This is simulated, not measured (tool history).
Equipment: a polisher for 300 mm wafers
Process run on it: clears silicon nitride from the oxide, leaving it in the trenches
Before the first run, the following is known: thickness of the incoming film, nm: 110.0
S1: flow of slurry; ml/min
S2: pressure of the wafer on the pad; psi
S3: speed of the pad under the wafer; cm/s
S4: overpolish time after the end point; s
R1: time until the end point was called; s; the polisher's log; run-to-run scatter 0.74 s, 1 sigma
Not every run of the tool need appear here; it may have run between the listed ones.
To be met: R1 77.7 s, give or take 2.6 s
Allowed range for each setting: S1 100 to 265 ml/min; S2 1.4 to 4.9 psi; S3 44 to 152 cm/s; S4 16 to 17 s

run,hour,S1,S2,S3,S4,R1
1,0,170,3.1,98,16,132.25
2,8.8,170,3.3,98,16,124.72
3,17,170,3.5,98,16,116.59
4,21.4,210,3.5,98,16,113.65
5,23.2,210,3.5,98,17,114.43
6,25.4,210,3.7,98,17,107.71
7,33,210,3.8,98,17,106.3
8,37.3,210,3.9,98,17,103.54
9,43.7,225,4.8,100,17,81.745

Of the 4 settings listed for the next run, only one would bring every result within its allowed miss of target. Which one?
A,50.1,190,4.9,100,17,?
B,50.1,230,4.9,114,16,?
C,50.1,225,4.4,126,17,?
D,50.1,230,4.9,104,16,?

move,R1
A,82.957
B,71.167
C,71.572
D,77.816
A: misses by more than the last run did
B: takes the result that was furthest off past its target
C: takes the result that was furthest off past its target
D: every result lands within tolerance
D meets every target.
